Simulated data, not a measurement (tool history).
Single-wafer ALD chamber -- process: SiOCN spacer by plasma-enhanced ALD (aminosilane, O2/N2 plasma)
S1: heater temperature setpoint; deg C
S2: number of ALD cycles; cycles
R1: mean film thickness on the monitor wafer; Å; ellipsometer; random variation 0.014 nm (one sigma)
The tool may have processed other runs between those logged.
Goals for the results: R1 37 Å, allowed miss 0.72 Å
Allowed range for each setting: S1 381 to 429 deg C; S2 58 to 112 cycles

run 1 hour=0 | S1=405 S2=85 | R1=49.648
run 2 hour=6.2 | S1=409 S2=85 | R1=49.034
run 3 hour=13.4 | S1=415 S2=85 | R1=47.875
run 4 hour=15.7 | S1=416 S2=82 | R1=46.032
run 5 hour=22.2 | S1=417 S2=80 | R1=45.021
run 6 hour=28.9 | S1=418 S2=78 | R1=43.492
run 7 hour=36.3 | S1=419 S2=76 | R1=42.268
run 8 hour=42 | S1=420 S2=75 | R1=41.548
run 9 hour=48.4 | S1=421 S2=74 | R1=40.727
run 10 hour=49.8 | S1=422 S2=73 | R1=40.133
run 11 hour=57.8 | S1=423 S2=72 | R1=39.479
run 12 hour=64.8 | S1=424 S2=71 | R1=38.985

Which single option among these 5 for the next run brings every result within its allowed miss of target? Just one does.
run A hour=71.8 | S1=422 S2=64 | R1=?
run B hour=71.8 | S1=427 S2=66 | R1=?
run C hour=71.8 | S1=421 S2=67 | R1=?
run D hour=71.8 | S1=428 S2=75 | R1=?
run E hour=71.8 | S1=419 S2=75 | R1=?

move=A R1=35.323
move=B R1=35.754
move=C R1=37.115
move=D R1=40.477
move=E R1=41.852
A: moves the result that the last run missed by most past its target, out the other side
B: moves the result that the last run missed by most past its target, out the other side
C: all results land within tolerance of their targets
D: moves away from the targets compared with the last run
E: moves away from the targets compared with the last run
Go with C: it meets all targets.

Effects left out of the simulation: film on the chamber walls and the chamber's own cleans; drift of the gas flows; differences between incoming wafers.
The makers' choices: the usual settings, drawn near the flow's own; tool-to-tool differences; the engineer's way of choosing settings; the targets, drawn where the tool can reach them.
